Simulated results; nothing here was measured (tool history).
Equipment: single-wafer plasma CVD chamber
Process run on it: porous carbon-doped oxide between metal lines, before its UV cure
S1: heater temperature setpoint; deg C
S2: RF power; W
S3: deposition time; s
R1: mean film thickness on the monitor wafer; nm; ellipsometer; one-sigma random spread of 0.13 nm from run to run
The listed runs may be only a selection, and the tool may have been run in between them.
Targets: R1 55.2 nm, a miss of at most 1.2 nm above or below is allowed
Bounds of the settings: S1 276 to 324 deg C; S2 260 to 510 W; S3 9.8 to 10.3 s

{"run": 1, "hour": 0.0, "S1": 300, "S2": 385, "S3": 10.3, "R1": 44.351}
{"run": 2, "hour": 2.5, "S1": 300, "S2": 425, "S3": 10.3, "R1": 48.136}
{"run": 3, "hour": 7.8, "S1": 300, "S2": 425, "S3": 10.3, "R1": 48.052}
{"run": 4, "hour": 10.1, "S1": 300, "S2": 425, "S3": 9.8, "R1": 45.912}
{"run": 5, "hour": 12.0, "S1": 300, "S2": 425, "S3": 9.8, "R1": 45.864}
{"run": 6, "hour": 16.0, "S1": 294, "S2": 440, "S3": 9.8, "R1": 49.069}
{"hour": 18.2, "done": "RF generator calibrated"}
{"run": 7, "hour": 18.2, "S1": 294, "S2": 440, "S3": 9.8, "R1": 51.552}
{"run": 8, "hour": 21.8, "S1": 292, "S2": 440, "S3": 9.8, "R1": 52.256}
{"run": 9, "hour": 22.6, "S1": 291, "S2": 440, "S3": 9.8, "R1": 52.554}

Pick the move, out of 5, that brings all results within their allowed miss; only one does.
{"run": "A", "hour": 23.4, "S1": 283, "S2": 440, "S3": 10.3, "R1": "?"}
{"run": "B", "hour": 23.4, "S1": 282, "S2": 450, "S3": 9.9, "R1": "?"}
{"run": "C", "hour": 23.4, "S1": 284, "S2": 445, "S3": 10.3, "R1": "?"}
{"run": "D", "hour": 23.4, "S1": 281, "S2": 425, "S3": 10.3, "R1": "?"}
{"run": "E", "hour": 23.4, "S1": 281, "S2": 420, "S3": 10, "R1": "?"}

move=A R1=58.275
move=B R1=57.512
move=C R1=58.381
move=D R1=57.518
move=E R1=55.373
A: carries the result that was furthest off beyond its target, to the other side
B: carries the result that was furthest off beyond its target, to the other side
C: carries the result that was furthest off beyond its target, to the other side
D: carries the result that was furthest off beyond its target, to the other side
E: all results land within tolerance of their targets
Correct choice: E, which meets every target
